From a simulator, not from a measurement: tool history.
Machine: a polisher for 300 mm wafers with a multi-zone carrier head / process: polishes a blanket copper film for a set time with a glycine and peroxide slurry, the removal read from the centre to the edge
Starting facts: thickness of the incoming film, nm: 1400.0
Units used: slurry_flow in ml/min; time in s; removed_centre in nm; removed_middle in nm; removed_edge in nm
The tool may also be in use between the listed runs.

{"run": 1, "hour": 0.0, "slurry_flow": 270, "centre_zone": 1.0, "middle_zone": 1.0, "edge_zone": 1.0, "time": 58, "removed_centre": 279.05, "removed_middle": 279.94, "removed_edge": 274.79}
{"run": 2, "hour": 5.9, "slurry_flow": 265, "centre_zone": 0.98, "middle_zone": 1.0, "edge_zone": 0.98, "time": 57, "removed_centre": 267.28, "removed_middle": 275.3, "removed_edge": 265.1}
{"run": 3, "hour": 7.0, "slurry_flow": 260, "centre_zone": 0.96, "middle_zone": 0.99, "edge_zone": 0.96, "time": 57, "removed_centre": 259.81, "removed_middle": 270.2, "removed_edge": 261.59}
{"run": 4, "hour": 14.4, "slurry_flow": 295, "centre_zone": 0.96, "middle_zone": 0.99, "edge_zone": 0.96, "time": 57, "removed_centre": 265.95, "removed_middle": 271.82, "removed_edge": 265.83}
{"run": 5, "hour": 16.4, "slurry_flow": 295, "centre_zone": 0.96, "middle_zone": 1.03, "edge_zone": 0.96, "time": 57, "removed_centre": 263.9, "removed_middle": 283.08, "removed_edge": 268.25}
{"run": 6, "hour": 19.9, "slurry_flow": 295, "centre_zone": 0.96, "middle_zone": 1.03, "edge_zone": 0.9, "time": 57, "removed_centre": 264.11, "removed_middle": 282.84, "removed_edge": 262.97}
{"run": 7, "hour": 21.6, "slurry_flow": 285, "centre_zone": 0.95, "middle_zone": 1.03, "edge_zone": 0.89, "time": 56, "removed_centre": 265.96, "removed_middle": 275.12, "removed_edge": 257.63}
{"run": 8, "hour": 23.2, "slurry_flow": 280, "centre_zone": 0.93, "middle_zone": 1.04, "edge_zone": 0.88, "time": 55, "removed_centre": 244.52, "removed_middle": 274.75, "removed_edge": 247.74}
{"run": 9, "hour": 28.8, "slurry_flow": 270, "centre_zone": 0.92, "middle_zone": 1.03, "edge_zone": 0.87, "time": 55, "removed_centre": 238.5, "removed_middle": 275.71, "removed_edge": 248.27}
{"run": 10, "hour": 31.5, "slurry_flow": 265, "centre_zone": 0.92, "middle_zone": 1.02, "edge_zone": 0.86, "time": 55, "removed_centre": 243.75, "removed_middle": 262.87, "removed_edge": 244.35}
{"run": 11, "hour": 38.3, "slurry_flow": 255, "centre_zone": 0.91, "middle_zone": 1.02, "edge_zone": 0.85, "time": 55, "removed_centre": 238.38, "removed_middle": 270.92, "removed_edge": 244.18}
{"run": 12, "hour": 44.6, "slurry_flow": 255, "centre_zone": 0.91, "middle_zone": 1.02, "edge_zone": 0.85, "time": 55, "removed_centre": 236.34, "removed_middle": 266.32, "removed_edge": 242.12}

Predict the results of run 13:
{"run": 13, "hour": 50.5, "slurry_flow": 245, "centre_zone": 0.91, "middle_zone": 1.02, "edge_zone": 0.84, "time": 55, "removed_centre": "?", "removed_middle": "?", "removed_edge": "?"}

Run 13 yielded removed_centre 234.83 nm, removed_middle 263.32 nm, removed_edge 240.26 nm.
